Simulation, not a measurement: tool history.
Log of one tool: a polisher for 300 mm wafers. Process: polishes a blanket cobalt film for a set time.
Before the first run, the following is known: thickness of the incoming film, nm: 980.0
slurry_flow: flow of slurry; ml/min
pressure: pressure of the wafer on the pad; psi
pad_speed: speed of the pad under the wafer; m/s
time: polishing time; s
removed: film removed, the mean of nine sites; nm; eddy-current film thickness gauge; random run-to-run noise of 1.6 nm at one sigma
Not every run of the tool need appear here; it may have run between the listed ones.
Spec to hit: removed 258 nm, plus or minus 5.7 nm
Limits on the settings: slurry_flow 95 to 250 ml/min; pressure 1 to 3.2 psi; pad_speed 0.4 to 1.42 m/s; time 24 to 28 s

run 1 hour=0 | slurry_flow=160 pressure=2.1 pad_speed=0.9 time=28 | removed=133.03
run 2 hour=5.2 | slurry_flow=160 pressure=2.1 pad_speed=0.9 time=28 | removed=134.54
run 3 hour=6 | slurry_flow=165 pressure=2.2 pad_speed=0.9 time=28 | removed=140.28
run 4 hour=7.8 | slurry_flow=165 pressure=2.6 pad_speed=0.9 time=28 | removed=164.55
run 5 hour=9.2 | slurry_flow=165 pressure=2.6 pad_speed=0.9 time=28 | removed=162.12
run 6 hour=11.6 | slurry_flow=170 pressure=2.7 pad_speed=0.92 time=28 | removed=174.03
run 7 hour=19.1 | slurry_flow=175 pressure=2.8 pad_speed=0.94 time=28 | removed=184.68
run 8 hour=27.7 | slurry_flow=175 pressure=2.8 pad_speed=0.96 time=28 | removed=185.14
run 9 hour=31.7 | slurry_flow=175 pressure=2.8 pad_speed=0.98 time=28 | removed=191.14
run 10 hour=36 | slurry_flow=175 pressure=2.8 pad_speed=1 time=28 | removed=193.45
run 11 hour=38.9 | slurry_flow=220 pressure=3.2 pad_speed=1.06 time=28 | removed=239.83
run 12 hour=41.5 | slurry_flow=220 pressure=3.2 pad_speed=1.1 time=28 | removed=247.48
run 13 hour=50.3 | slurry_flow=220 pressure=3.2 pad_speed=1.12 time=28 | removed=252.06

Pick the move, out of 5, that brings all results within their allowed miss; only one does.
run A hour=59.1 | slurry_flow=220 pressure=3.2 pad_speed=1.28 time=24 | removed=?
run B hour=59.1 | slurry_flow=220 pressure=3.2 pad_speed=1.06 time=28 | removed=?
run C hour=59.1 | slurry_flow=210 pressure=3.2 pad_speed=1.14 time=27 | removed=?
run D hour=59.1 | slurry_flow=205 pressure=3 pad_speed=1.34 time=24 | removed=?
run E hour=59.1 | slurry_flow=225 pressure=3.2 pad_speed=1.3 time=25 | removed=?

move=A removed=243.64
move=B removed=238.9
move=C removed=244.8
move=D removed=237.37
move=E removed=258.2
A: moves away from the targets compared with the last run
B: moves away from the targets compared with the last run
C: moves away from the targets compared with the last run
D: moves away from the targets compared with the last run
E: every result within its allowed miss
Move E is the one to make.

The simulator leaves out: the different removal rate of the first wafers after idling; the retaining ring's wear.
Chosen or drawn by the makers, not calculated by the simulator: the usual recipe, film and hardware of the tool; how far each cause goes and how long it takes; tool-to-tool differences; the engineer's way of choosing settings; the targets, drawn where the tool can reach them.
